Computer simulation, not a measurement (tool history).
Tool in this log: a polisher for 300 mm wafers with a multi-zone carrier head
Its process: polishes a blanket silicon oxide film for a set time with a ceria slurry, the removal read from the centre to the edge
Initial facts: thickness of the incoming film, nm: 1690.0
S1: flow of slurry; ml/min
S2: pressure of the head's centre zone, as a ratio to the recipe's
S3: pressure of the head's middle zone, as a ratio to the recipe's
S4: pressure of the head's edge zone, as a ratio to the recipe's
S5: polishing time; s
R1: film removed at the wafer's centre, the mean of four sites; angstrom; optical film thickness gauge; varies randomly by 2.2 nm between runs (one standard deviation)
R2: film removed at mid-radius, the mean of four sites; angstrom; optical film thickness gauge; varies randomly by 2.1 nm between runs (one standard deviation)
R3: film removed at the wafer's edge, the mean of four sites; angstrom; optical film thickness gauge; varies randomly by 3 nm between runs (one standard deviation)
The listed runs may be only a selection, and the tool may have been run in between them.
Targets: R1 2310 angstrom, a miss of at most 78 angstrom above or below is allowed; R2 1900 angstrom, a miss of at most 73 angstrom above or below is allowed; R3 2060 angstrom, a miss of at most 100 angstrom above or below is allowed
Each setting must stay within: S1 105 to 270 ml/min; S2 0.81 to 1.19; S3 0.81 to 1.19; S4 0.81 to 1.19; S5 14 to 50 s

{"run": 1, "hour": 0.0, "S1": 175, "S2": 1, "S3": 1, "S4": 1, "S5": 32, "R1": 2217.6, "R2": 2264.9, "R3": 2302.7}
{"run": 2, "hour": 7.8, "S1": 175, "S2": 1, "S3": 0.96, "S4": 1, "S5": 32, "R1": 2269.1, "R2": 2244.2, "R3": 2232}
{"run": 3, "hour": 16.7, "S1": 170, "S2": 1.01, "S3": 0.95, "S4": 1.02, "S5": 32, "R1": 2262.9, "R2": 2137.3, "R3": 2311.7}
{"run": 4, "hour": 23.7, "S1": 170, "S2": 1.02, "S3": 0.94, "S4": 1.01, "S5": 32, "R1": 2304.3, "R2": 2175.7, "R3": 2258.4}
{"run": 5, "hour": 26.7, "S1": 165, "S2": 1.03, "S3": 0.93, "S4": 1.01, "S5": 32, "R1": 2255.1, "R2": 2145, "R3": 2295.9}
{"run": 6, "hour": 31.0, "S1": 165, "S2": 1.03, "S3": 0.93, "S4": 1.01, "S5": 27, "R1": 1946.6, "R2": 1820.4, "R3": 1940.1}
{"run": 7, "hour": 34.0, "S1": 170, "S2": 1.04, "S3": 0.93, "S4": 1.01, "S5": 27, "R1": 1922.8, "R2": 1813.4, "R3": 1941.5}
{"run": 8, "hour": 40.4, "S1": 175, "S2": 1.06, "S3": 0.92, "S4": 1.01, "S5": 27, "R1": 1947.9, "R2": 1776.5, "R3": 1923.8}
{"run": 9, "hour": 41.0, "S1": 175, "S2": 1.07, "S3": 0.92, "S4": 1, "S5": 27, "R1": 1993.7, "R2": 1797, "R3": 1929.3}
{"run": 10, "hour": 45.9, "S1": 180, "S2": 1.08, "S3": 0.92, "S4": 1, "S5": 27, "R1": 2064, "R2": 1823.6, "R3": 1973}
{"run": 11, "hour": 54.3, "S1": 185, "S2": 1.09, "S3": 0.92, "S4": 1, "S5": 27, "R1": 2063, "R2": 1826.5, "R3": 1920.7}
{"run": 12, "hour": 60.9, "S1": 190, "S2": 1.1, "S3": 0.92, "S4": 1.01, "S5": 27, "R1": 2074.4, "R2": 1846.2, "R3": 1954.9}
{"run": 13, "hour": 64.4, "S1": 195, "S2": 1.11, "S3": 0.92, "S4": 1.01, "S5": 27, "R1": 2129.2, "R2": 1881.7, "R3": 1993.3}
{"run": 14, "hour": 65.6, "S1": 195, "S2": 1.12, "S3": 0.91, "S4": 1.01, "S5": 27, "R1": 2117.4, "R2": 1848.7, "R3": 1935.1}
{"run": 15, "hour": 74.3, "S1": 195, "S2": 1.13, "S3": 0.91, "S4": 1.02, "S5": 27, "R1": 2174, "R2": 1840.3, "R3": 1989.5}

Which of these 4 next moves meets every target?
{"run": "A", "hour": 83.0, "S1": 215, "S2": 1.19, "S3": 0.95, "S4": 0.86, "S5": 26, "R1": "?", "R2": "?", "R3": "?"}
{"run": "B", "hour": 83.0, "S1": 190, "S2": 1.19, "S3": 0.82, "S4": 0.93, "S5": 28, "R1": "?", "R2": "?", "R3": "?"}
{"run": "C", "hour": 83.0, "S1": 245, "S2": 1.06, "S3": 0.97, "S4": 0.96, "S5": 26, "R1": "?", "R2": "?", "R3": "?"}
{"run": "D", "hour": 83.0, "S1": 220, "S2": 1.14, "S3": 0.9, "S4": 1, "S5": 28, "R1": "?", "R2": "?", "R3": "?"}

move=A R1=2228.9 R2=1856.9 R3=1765.1
move=B R1=2349.5 R2=1738.3 R3=1947.1
move=C R1=2042.4 R2=1922.7 R3=1880
move=D R1=2314.5 R2=1917.7 R3=2045.4
A: moves away from the targets compared with the last run
B: brings the last run's worst result on target, with another outside its allowed miss
C: moves away from the targets compared with the last run
D: all results in spec
Go with D: it meets all targets.

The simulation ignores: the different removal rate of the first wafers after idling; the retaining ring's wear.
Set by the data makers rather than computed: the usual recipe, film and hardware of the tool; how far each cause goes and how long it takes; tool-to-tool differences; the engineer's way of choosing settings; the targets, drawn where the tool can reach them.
